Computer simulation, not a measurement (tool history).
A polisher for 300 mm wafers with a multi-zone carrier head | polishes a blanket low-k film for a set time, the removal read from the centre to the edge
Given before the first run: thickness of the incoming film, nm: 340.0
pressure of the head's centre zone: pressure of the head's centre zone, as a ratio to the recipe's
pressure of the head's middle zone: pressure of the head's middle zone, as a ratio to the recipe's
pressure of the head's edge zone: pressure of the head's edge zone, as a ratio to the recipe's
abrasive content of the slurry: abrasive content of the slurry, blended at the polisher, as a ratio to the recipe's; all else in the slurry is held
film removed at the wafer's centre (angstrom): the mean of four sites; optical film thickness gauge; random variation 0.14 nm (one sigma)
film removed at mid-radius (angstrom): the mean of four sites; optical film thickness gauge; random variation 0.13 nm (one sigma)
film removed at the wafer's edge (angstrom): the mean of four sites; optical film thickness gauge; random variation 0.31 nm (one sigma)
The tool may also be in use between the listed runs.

| run | hour | flow of slurry (ml/min) | pressure of the head's centre zone | pressure of the head's middle zone | pressure of the head's edge zone | abrasive content of the slurry | polishing time (s) | film removed at the wafer's centre (angstrom) | film removed at mid-radius (angstrom) | film removed at the wafer's edge (angstrom) |
|---|---|---|---|---|---|---|---|---|---|---|
| 1 | 0.0 | 315 | 1.00 | 1.00 | 1.00 | 1.00 | 53 | 169.06 | 170.11 | 170.46 |
| 2 | 5.9 | 315 | 1.00 | 1.00 | 1.00 | 1.00 | 43 | 137.45 | 136.28 | 133.95 |
| 3 | 12.9 | 315 | 1.03 | 1.00 | 1.04 | 1.10 | 44 | 151.46 | 147.62 | 145.74 |
| 4 | 13.4 | 315 | 1.05 | 0.98 | 1.07 | 1.20 | 45 | 162.93 | 153.51 | 159.66 |
| 5 | 16.1 | 320 | 1.07 | 0.98 | 1.09 | 1.25 | 46 | 176.31 | 157.54 | 168.29 |
| 6 | 21.6 | 320 | 1.08 | 0.99 | 1.11 | 1.30 | 47 | 182.36 | 165.83 | 178.22 |
| 7 | 24.6 | 330 | 1.10 | 1.00 | 1.13 | 1.35 | 47 | 187.46 | 168.99 | 177.68 |
| 8 | 27.0 | 325 | 1.11 | 1.00 | 1.14 | 1.40 | 48 | 198.25 | 176.65 | 184.28 |
| 9 | 31.5 | 330 | 1.11 | 1.00 | 1.15 | 1.40 | 49 | 199.70 | 177.59 | 195.56 |
| 10 | 35.7 | 335 | 1.12 | 1.01 | 1.16 | 1.40 | 49 | 202.16 | 182.34 | 197.23 |
| 11 | 38.8 | 345 | 1.13 | 1.01 | 1.17 | 1.40 | 49 | 206.64 | 181.21 | 200.36 |
| 12 | 41.9 | 360 | 1.14 | 1.02 | 1.17 | 1.40 | 49 | 209.00 | 183.96 | 194.80 |
| 13 | 45.4 | 365 | 1.14 | 1.01 | 1.18 | 1.45 | 49 | 212.09 | 186.46 | 199.62 |

What will run 14 give?
|  | 51.9 | worn pad replaced by a new one |
| 14 | 51.9 | 360 | 1.14 | 1.01 | 1.18 | 1.45 | 49 | ? | ? | ? |

Run 14 came out at film removed at the wafer's centre (angstrom) 228.54, film removed at mid-radius (angstrom) 199.57, film removed at the wafer's edge (angstrom) 217.86.
